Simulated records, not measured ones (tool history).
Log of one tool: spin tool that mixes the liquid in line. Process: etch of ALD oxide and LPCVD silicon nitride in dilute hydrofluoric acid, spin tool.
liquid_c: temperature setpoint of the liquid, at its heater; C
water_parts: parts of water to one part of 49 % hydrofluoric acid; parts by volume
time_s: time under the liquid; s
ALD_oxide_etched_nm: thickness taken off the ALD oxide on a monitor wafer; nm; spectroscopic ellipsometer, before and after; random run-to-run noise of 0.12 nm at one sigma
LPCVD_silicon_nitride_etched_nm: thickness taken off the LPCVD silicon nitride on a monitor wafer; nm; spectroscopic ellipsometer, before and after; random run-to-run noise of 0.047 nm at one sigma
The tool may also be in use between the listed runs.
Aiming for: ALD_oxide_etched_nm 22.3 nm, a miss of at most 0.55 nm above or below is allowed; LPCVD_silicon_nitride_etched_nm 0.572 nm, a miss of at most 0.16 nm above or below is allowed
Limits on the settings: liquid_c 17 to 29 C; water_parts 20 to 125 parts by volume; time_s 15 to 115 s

run,hour,liquid_c,water_parts,time_s,ALD_oxide_etched_nm,LPCVD_silicon_nitride_etched_nm
1,0,21,70,60,14.118,0.29299
2,4,18.5,70,60,12.541,0.28063
3,8.8,18.5,70,50,10.511,0.24909
4,15.4,20.5,65,50,12.289,0.32239
5,18.3,22,60,50,14.462,0.37419
6,23,22,60,60,17.311,0.44079
7,31.2,23,60,60,17.872,0.45977
8,32.4,24,60,60,18.787,0.49767
9,34.1,27.5,55,60,23.647,0.61611
10,41.8,27,55,60,23.229,0.68833

Pick the move, out of 4, that brings all results within their allowed miss; only one does.
A,49.5,24,60,75,?,?
B,49.5,24,70,85,?,?
C,49.5,24.5,60,75,?,?
D,49.5,22,40,55,?,?

move,ALD_oxide_etched_nm,LPCVD_silicon_nitride_etched_nm
A,23.442,0.60983
B,22.479,0.59398
C,23.925,0.6306
D,24.355,0.58005
A: further off than the last run
B: meets every target
C: further off than the last run
D: further off than the last run
Correct choice: B, which meets every target
